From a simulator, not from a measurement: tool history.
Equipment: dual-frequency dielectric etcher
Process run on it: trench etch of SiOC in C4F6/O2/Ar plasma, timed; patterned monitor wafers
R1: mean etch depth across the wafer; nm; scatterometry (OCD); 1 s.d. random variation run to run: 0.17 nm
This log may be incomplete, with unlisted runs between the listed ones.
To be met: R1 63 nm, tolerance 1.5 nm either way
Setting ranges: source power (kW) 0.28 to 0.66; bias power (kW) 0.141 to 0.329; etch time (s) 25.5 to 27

{"run": 1, "hour": 0.0, "source power (kW)": 0.47, "bias power (kW)": 0.235, "etch time (s)": 25.5, "R1": 56.58}
{"run": 2, "hour": 3.4, "source power (kW)": 0.48, "bias power (kW)": 0.237, "etch time (s)": 25.5, "R1": 57.204}
{"run": 3, "hour": 8.6, "source power (kW)": 0.48, "bias power (kW)": 0.259, "etch time (s)": 25.5, "R1": 58.879}
{"run": 4, "hour": 13.2, "source power (kW)": 0.48, "bias power (kW)": 0.22, "etch time (s)": 25.5, "R1": 56.016}
{"run": 5, "hour": 14.1, "source power (kW)": 0.45, "bias power (kW)": 0.22, "etch time (s)": 25.5, "R1": 54.508}
{"run": 6, "hour": 18.0, "source power (kW)": 0.45, "bias power (kW)": 0.19, "etch time (s)": 25.5, "R1": 51.887}
{"run": 7, "hour": 21.2, "source power (kW)": 0.47, "bias power (kW)": 0.193, "etch time (s)": 25.5, "R1": 52.733}
{"run": 8, "hour": 29.3, "source power (kW)": 0.49, "bias power (kW)": 0.197, "etch time (s)": 25.5, "R1": 54.112}
{"run": 9, "hour": 33.2, "source power (kW)": 0.5, "bias power (kW)": 0.2, "etch time (s)": 25.5, "R1": 54.844}
{"run": 10, "hour": 34.4, "source power (kW)": 0.51, "bias power (kW)": 0.203, "etch time (s)": 25.5, "R1": 55.42}
{"run": 11, "hour": 39.4, "source power (kW)": 0.52, "bias power (kW)": 0.206, "etch time (s)": 25.5, "R1": 56.151}
{"run": 12, "hour": 41.0, "source power (kW)": 0.53, "bias power (kW)": 0.208, "etch time (s)": 25.5, "R1": 56.391}
{"run": 13, "hour": 48.1, "source power (kW)": 0.54, "bias power (kW)": 0.211, "etch time (s)": 25.5, "R1": 57.372}
{"run": 14, "hour": 49.7, "source power (kW)": 0.55, "bias power (kW)": 0.213, "etch time (s)": 25.5, "R1": 57.533}
{"run": 15, "hour": 56.2, "source power (kW)": 0.56, "bias power (kW)": 0.216, "etch time (s)": 25.5, "R1": 58.424}
{"run": 16, "hour": 58.6, "source power (kW)": 0.57, "bias power (kW)": 0.218, "etch time (s)": 25.5, "R1": 59.001}
{"run": 17, "hour": 66.2, "source power (kW)": 0.57, "bias power (kW)": 0.218, "etch time (s)": 25.5, "R1": 59.007}
{"run": 18, "hour": 74.3, "source power (kW)": 0.58, "bias power (kW)": 0.219, "etch time (s)": 25.5, "R1": 59.308}
{"run": 19, "hour": 76.0, "source power (kW)": 0.59, "bias power (kW)": 0.221, "etch time (s)": 25.5, "R1": 60.057}
{"run": 20, "hour": 84.8, "source power (kW)": 0.59, "bias power (kW)": 0.221, "etch time (s)": 25.5, "R1": 59.745}
{"run": 21, "hour": 90.4, "source power (kW)": 0.6, "bias power (kW)": 0.223, "etch time (s)": 25.5, "R1": 60.365}

Below are 4 possible settings for the next run. Only one of them brings all results inside the allowed miss of their targets. Which is it?
{"run": "A", "hour": 96.0, "source power (kW)": 0.62, "bias power (kW)": 0.216, "etch time (s)": 25.5, "R1": "?"}
{"run": "B", "hour": 96.0, "source power (kW)": 0.56, "bias power (kW)": 0.227, "etch time (s)": 25.5, "R1": "?"}
{"run": "C", "hour": 96.0, "source power (kW)": 0.59, "bias power (kW)": 0.219, "etch time (s)": 27, "R1": "?"}
{"run": "D", "hour": 96.0, "source power (kW)": 0.61, "bias power (kW)": 0.2, "etch time (s)": 26, "R1": "?"}

move=A R1=60.74
move=B R1=59.604
move=C R1=63.493
move=D R1=60.007
A: moves toward the targets from the last run without getting all of them in spec
B: the biggest miss grows against the last run
C: all results land within tolerance of their targets
D: the biggest miss grows against the last run
The move that meets every target is C.

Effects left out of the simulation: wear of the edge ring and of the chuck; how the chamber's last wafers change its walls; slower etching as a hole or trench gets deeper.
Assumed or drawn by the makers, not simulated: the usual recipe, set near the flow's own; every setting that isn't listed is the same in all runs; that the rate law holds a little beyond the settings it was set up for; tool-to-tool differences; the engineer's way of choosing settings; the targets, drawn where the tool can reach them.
